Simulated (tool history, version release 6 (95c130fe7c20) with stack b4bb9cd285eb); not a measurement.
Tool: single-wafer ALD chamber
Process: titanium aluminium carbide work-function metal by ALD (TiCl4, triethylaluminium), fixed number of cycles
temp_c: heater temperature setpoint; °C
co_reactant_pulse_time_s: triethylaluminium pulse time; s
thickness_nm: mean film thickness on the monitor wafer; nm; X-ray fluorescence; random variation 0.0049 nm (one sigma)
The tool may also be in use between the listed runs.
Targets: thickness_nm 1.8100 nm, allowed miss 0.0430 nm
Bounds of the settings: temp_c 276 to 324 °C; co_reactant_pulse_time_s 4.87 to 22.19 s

run 1 hour=0.0 | temp_c=300 co_reactant_pulse_time_s=13.53 | thickness_nm=2.0217
run 2 hour=4.5 | temp_c=293 co_reactant_pulse_time_s=12.78 | thickness_nm=1.9281
run 3 hour=11.2 | temp_c=288 co_reactant_pulse_time_s=12.78 | thickness_nm=1.8807
run 4 hour=14.5 | temp_c=288 co_reactant_pulse_time_s=14.34 | thickness_nm=1.9349
run 5 hour=22.5 | temp_c=285 co_reactant_pulse_time_s=13.69 | thickness_nm=1.8766
run 6 hour=29.0 | temp_c=285 co_reactant_pulse_time_s=16.56 | thickness_nm=1.9625
run 7 hour=34.6 | temp_c=282 co_reactant_pulse_time_s=15.67 | thickness_nm=1.9183
run 8 hour=35.8 | temp_c=280 co_reactant_pulse_time_s=14.94 | thickness_nm=1.8763
run 9 hour=40.5 | temp_c=279 co_reactant_pulse_time_s=14.51 | thickness_nm=1.8577

4 next moves are on the table. One of them brings every result within its allowed miss. Which?
run A hour=45.2 | temp_c=282 co_reactant_pulse_time_s=12.03 | thickness_nm=?
run B hour=45.2 | temp_c=286 co_reactant_pulse_time_s=16.55 | thickness_nm=?
run C hour=45.2 | temp_c=283 co_reactant_pulse_time_s=15.53 | thickness_nm=?
run D hour=45.2 | temp_c=290 co_reactant_pulse_time_s=13.68 | thickness_nm=?

move=A thickness_nm=1.7914
move=B thickness_nm=1.9653
move=C thickness_nm=1.9192
move=D thickness_nm=1.9320
A: meets every target
B: further off than the last run
C: further off than the last run
D: further off than the last run
Answer: A

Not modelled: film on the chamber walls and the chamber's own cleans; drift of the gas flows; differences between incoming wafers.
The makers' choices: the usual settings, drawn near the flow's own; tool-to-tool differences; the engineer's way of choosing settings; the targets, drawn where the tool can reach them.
